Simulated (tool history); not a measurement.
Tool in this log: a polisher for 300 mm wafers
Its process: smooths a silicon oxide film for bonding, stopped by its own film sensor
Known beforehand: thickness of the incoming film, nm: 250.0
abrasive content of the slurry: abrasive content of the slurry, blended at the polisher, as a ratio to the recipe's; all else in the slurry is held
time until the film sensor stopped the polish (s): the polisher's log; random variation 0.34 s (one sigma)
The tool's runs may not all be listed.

run	hour	flow of slurry (ml/min)	pressure of the wafer on the pad (kPa)	speed of the pad under the wafer (m/s)	abrasive content of the slurry	target thickness at which the film sensor stops the polish (angstrom)	time until the film sensor stopped the polish (s)
1	0	260	16.5	1.1	1	2240	28.967
2	1.8	260	17.2	1.1	1	2240	28.504
3	3.5	260	17.9	1.1	1	2240	28.248
4	9.1	220	17.9	1.1	1	2240	28.162
5	12.6	220	18.6	1.1	1	2240	27.502
6	20.8	220	18.6	0.86	1	2240	31.684
7	28.3	220	19.3	0.86	1	2240	31.384

Run 8, settings as shown, results not yet in. Your forecast:
8	34.4	220	20	0.88	1	2240	?

{"run 8": {"time until the film sensor stopped the polish (s)": 28.866}}

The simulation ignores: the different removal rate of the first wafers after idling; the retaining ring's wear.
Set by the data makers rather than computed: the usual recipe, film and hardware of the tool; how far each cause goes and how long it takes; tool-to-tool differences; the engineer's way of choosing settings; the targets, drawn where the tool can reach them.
